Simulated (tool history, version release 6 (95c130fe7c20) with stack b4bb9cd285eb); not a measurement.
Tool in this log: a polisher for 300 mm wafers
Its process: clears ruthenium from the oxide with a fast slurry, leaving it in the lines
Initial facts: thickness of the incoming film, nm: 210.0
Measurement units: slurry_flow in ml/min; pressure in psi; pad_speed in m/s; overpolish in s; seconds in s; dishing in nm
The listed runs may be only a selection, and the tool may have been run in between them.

{"run": 1, "hour": 0.0, "slurry_flow": 300, "pressure": 2.6, "pad_speed": 0.76, "slurry_solids": 1.0, "overpolish": 27, "seconds": 77.122, "dishing": 55.091}
{"run": 2, "hour": 5.8, "slurry_flow": 300, "pressure": 2.5, "pad_speed": 0.74, "slurry_solids": 1.0, "overpolish": 23, "seconds": 83.937, "dishing": 44.348}
{"run": 3, "hour": 9.2, "slurry_flow": 300, "pressure": 2.4, "pad_speed": 0.74, "slurry_solids": 1.0, "overpolish": 20, "seconds": 85.96, "dishing": 37.809}
{"run": 4, "hour": 13.3, "slurry_flow": 300, "pressure": 2.3, "pad_speed": 0.74, "slurry_solids": 1.0, "overpolish": 18, "seconds": 91.698, "dishing": 33.397}
{"run": 5, "hour": 20.5, "slurry_flow": 300, "pressure": 1.8, "pad_speed": 0.74, "slurry_solids": 1.0, "overpolish": 18, "seconds": 118.71, "dishing": 26.918}
{"run": 6, "hour": 28.8, "slurry_flow": 300, "pressure": 2.0, "pad_speed": 0.74, "slurry_solids": 1.0, "overpolish": 18, "seconds": 103.76, "dishing": 30.079}
{"run": 7, "hour": 30.8, "slurry_flow": 300, "pressure": 2.0, "pad_speed": 0.74, "slurry_solids": 1.0, "overpolish": 8, "seconds": 103.43, "dishing": 13.609}

Run 8 comes next. What will it give?
{"run": 8, "hour": 33.5, "slurry_flow": 300, "pressure": 2.0, "pad_speed": 0.74, "slurry_solids": 1.0, "overpolish": 9, "seconds": "?", "dishing": "?"}

{"run 8": {"seconds": 103.43, "dishing": 15.791}}
